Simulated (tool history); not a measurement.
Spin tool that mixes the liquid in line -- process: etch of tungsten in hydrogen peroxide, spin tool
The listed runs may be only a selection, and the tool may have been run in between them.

| run | hour | temperature setpoint of the liquid (C) | concentration of hydrogen peroxide in the mixed liquid (% by weight) | time under the liquid (s) | thickness taken off the tungsten on a monitor wafer (nm) |
|---|---|---|---|---|---|
| 1 | 0 | 45 | 25 | 45 | 57.515 |
| 2 | 5 | 40.5 | 24.5 | 45 | 42.524 |
| 3 | 6.2 | 37.5 | 24.5 | 45 | 35.037 |
| 4 | 14.8 | 37.5 | 24.5 | 45 | 34.998 |
| 5 | 17.6 | 37.5 | 22 | 45 | 33.14 |
| 6 | 19.9 | 36 | 22 | 45 | 30.07 |

Run 7 is up next; what results do you expect?
| 7 | 23.3 | 35 | 22 | 45 | ? |

{"run 7": {"thickness taken off the tungsten on a monitor wafer (nm)": 28.176}}
